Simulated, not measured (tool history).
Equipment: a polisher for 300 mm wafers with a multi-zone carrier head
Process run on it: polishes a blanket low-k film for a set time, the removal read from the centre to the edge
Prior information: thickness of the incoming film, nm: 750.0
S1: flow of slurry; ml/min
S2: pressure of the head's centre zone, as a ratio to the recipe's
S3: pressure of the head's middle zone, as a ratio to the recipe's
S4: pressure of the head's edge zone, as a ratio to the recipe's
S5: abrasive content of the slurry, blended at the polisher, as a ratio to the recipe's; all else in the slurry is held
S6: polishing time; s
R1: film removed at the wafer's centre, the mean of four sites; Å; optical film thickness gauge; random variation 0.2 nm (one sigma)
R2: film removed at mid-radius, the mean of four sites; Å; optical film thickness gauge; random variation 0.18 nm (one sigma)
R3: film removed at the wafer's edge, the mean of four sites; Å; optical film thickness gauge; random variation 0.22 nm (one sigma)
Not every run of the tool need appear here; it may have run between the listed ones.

| run | hour | S1 | S2 | S3 | S4 | S5 | S6 | R1 | R2 | R3 |
|---|---|---|---|---|---|---|---|---|---|---|
| 1 | 0 | 135 | 1 | 1 | 1 | 1 | 63 | 255.76 | 232.21 | 242.33 |
| 2 | 4.9 | 120 | 1 | 1 | 1 | 1 | 63 | 246.59 | 225.46 | 237.65 |
| 3 | 7.8 | 120 | 1 | 1 | 1 | 1 | 74 | 295.22 | 267.53 | 273.81 |
| 4 | 10.9 | 110 | 0.98 | 0.97 | 0.96 | 0.85 | 74 | 262.17 | 242.84 | 253.65 |
| 5 | 16.1 | 105 | 0.99 | 0.96 | 0.93 | 0.75 | 73 | 248.72 | 222.65 | 234.25 |
| 6 | 24.5 | 105 | 0.99 | 1.04 | 0.93 | 0.75 | 73 | 245.96 | 236.34 | 231.93 |
| 7 | 28.4 | 100 | 0.99 | 1.01 | 0.91 | 0.7 | 73 | 234.72 | 221.67 | 229 |
| 8 | 33.8 | 110 | 1.04 | 0.99 | 0.87 | 0.5 | 70 | 211.77 | 183.21 | 181.3 |

What will run 9 give?
| 9 | 39.6 | 110 | 1.04 | 0.99 | 0.87 | 0.5 | 70 | ? | ? | ? |

{"run 9": {"R1": 209.48, "R2": 186.7, "R3": 183.25}}
